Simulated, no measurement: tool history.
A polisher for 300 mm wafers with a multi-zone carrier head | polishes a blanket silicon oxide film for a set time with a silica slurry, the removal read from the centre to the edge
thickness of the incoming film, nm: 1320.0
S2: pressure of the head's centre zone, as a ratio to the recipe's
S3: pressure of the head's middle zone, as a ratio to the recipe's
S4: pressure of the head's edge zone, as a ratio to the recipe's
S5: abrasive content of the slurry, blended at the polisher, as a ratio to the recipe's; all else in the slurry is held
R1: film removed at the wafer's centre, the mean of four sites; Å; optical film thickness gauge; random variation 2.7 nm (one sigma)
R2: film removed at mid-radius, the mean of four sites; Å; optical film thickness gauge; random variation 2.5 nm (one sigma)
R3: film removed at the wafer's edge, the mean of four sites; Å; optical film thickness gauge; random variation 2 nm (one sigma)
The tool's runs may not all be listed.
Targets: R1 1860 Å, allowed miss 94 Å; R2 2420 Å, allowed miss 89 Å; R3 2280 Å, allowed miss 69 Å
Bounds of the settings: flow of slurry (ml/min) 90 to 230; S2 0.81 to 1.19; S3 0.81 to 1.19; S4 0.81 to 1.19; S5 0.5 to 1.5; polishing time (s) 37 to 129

run 1 hour=0 | flow_of_slurry_(ml/min)=150 S2=1 S3=1 S4=1 S5=1 polishing_time_(s)=83 | R1=1861.1 R2=1932.5 R3=1924.9
run 2 hour=8.4 | flow_of_slurry_(ml/min)=150 S2=1 S3=1 S4=1 S5=0.85 polishing_time_(s)=83 | R1=1864.4 R2=1870.1 R3=1821.2
run 3 hour=15.8 | flow_of_slurry_(ml/min)=150 S2=1 S3=0.95 S4=1 S5=0.85 polishing_time_(s)=83 | R1=1846.1 R2=1780.9 R3=1824.2
run 4 hour=19.5 | flow_of_slurry_(ml/min)=160 S2=0.98 S3=1 S4=1.03 S5=0.95 polishing_time_(s)=83 | R1=1884.7 R2=1994.8 R3=1915.2
run 5 hour=25.9 | flow_of_slurry_(ml/min)=195 S2=0.98 S3=1 S4=1.03 S5=0.95 polishing_time_(s)=83 | R1=1913.2 R2=2001.8 R3=1938.1
run 6 hour=29.7 | flow_of_slurry_(ml/min)=195 S2=0.98 S3=1 S4=1.03 S5=0.95 polishing_time_(s)=64 | R1=1436.7 R2=1545.8 R3=1525.1
run 7 hour=32.5 | flow_of_slurry_(ml/min)=205 S2=0.88 S3=1.1 S4=1.13 S5=1.2 polishing_time_(s)=72 | R1=1650.9 R2=2081.9 R3=1902.4
run 8 hour=36.2 | flow_of_slurry_(ml/min)=195 S2=0.81 S3=1.08 S4=1.18 S5=1.45 polishing_time_(s)=77 | R1=1692.3 R2=2311 R3=2194.2
run 9 hour=44.5 | flow_of_slurry_(ml/min)=200 S2=0.82 S3=1.08 S4=1.18 S5=1.45 polishing_time_(s)=77 | R1=1728.1 R2=2293.8 R3=2181.8
run 10 hour=46 | flow_of_slurry_(ml/min)=200 S2=0.83 S3=1.08 S4=1.18 S5=1.45 polishing_time_(s)=77 | R1=1695.5 R2=2256.9 R3=2187

Which of these 4 next moves meets every target?
run A hour=47.5 | flow_of_slurry_(ml/min)=225 S2=0.84 S3=1.08 S4=1.15 S5=1.3 polishing_time_(s)=83 | R1=? R2=? R3=?
run B hour=47.5 | flow_of_slurry_(ml/min)=220 S2=0.87 S3=1.03 S4=1.19 S5=1.5 polishing_time_(s)=74 | R1=? R2=? R3=?
run C hour=47.5 | flow_of_slurry_(ml/min)=230 S2=0.83 S3=1.18 S4=0.98 S5=1.2 polishing_time_(s)=82 | R1=? R2=? R3=?
run D hour=47.5 | flow_of_slurry_(ml/min)=210 S2=0.87 S3=1.19 S4=1.07 S5=1.2 polishing_time_(s)=83 | R1=? R2=? R3=?

move=A R1=1904.9 R2=2437.3 R3=2287.8
move=B R1=1827.8 R2=2169 R3=2157.3
move=C R1=1822.8 R2=2545.4 R3=2058.2
move=D R1=1909 R2=2563.4 R3=2144.4
A: meets every target
B: further off than the last run
C: takes the result that was furthest off past its target
D: takes the result that was furthest off past its target
Move A is the one to make.
